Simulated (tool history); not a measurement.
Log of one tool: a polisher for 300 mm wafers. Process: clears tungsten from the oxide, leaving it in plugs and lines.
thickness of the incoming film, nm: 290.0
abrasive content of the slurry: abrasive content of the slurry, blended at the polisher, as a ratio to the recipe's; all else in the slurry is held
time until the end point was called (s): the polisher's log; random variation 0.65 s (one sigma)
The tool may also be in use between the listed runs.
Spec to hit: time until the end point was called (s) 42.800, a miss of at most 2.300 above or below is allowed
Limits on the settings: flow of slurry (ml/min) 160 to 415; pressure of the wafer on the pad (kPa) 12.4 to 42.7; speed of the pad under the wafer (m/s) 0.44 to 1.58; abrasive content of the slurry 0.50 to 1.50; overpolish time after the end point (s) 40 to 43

run	hour	flow of slurry (ml/min)	pressure of the wafer on the pad (kPa)	speed of the pad under the wafer (m/s)	abrasive content of the slurry	overpolish time after the end point (s)	time until the end point was called (s)
1	0.0	265	27.6	1.00	1.00	40	70.313
2	8.4	265	29.0	1.00	1.00	40	67.407
3	16.9	210	29.0	1.00	1.00	40	68.861
4	21.6	210	30.3	1.00	1.00	40	68.078
5	25.3	210	31.7	1.00	1.00	40	64.792
6	26.8	210	31.7	1.00	1.00	40	66.902
7	34.7	210	33.1	1.02	1.00	40	62.721
8	37.0	210	33.8	1.04	1.00	40	61.271
9	40.5	210	34.5	1.06	1.00	40	58.505
10	43.2	210	35.2	1.08	1.00	40	57.378
11	44.7	210	35.9	1.10	1.00	40	55.670
12	51.3	210	36.5	1.12	1.00	40	54.955
13	57.2	210	37.2	1.14	1.00	40	52.178
# hour 60.6: worn pad replaced by a new one
14	60.6	210	37.9	1.14	1.00	40	49.585
15	65.9	215	38.6	1.14	1.00	40	48.331

Next run, 4 choices. One meets every target within its allowed miss, the rest don't. Which?
A	71.2	260	40.0	1.34	1.05	43	?
B	71.2	260	42.7	1.14	1.05	40	?
C	71.2	255	37.9	1.14	1.00	43	?
D	71.2	185	37.9	1.24	0.90	43	?

move	time until the end point was called (s)
A	39.057
B	43.666
C	48.248
D	47.921
A: takes the result that was furthest off past its target
B: hits every target within its allowed miss
C: about as far from the targets as the last run
D: nearer than the last run, and not there yet
B is the move that brings every result within its allowed miss.
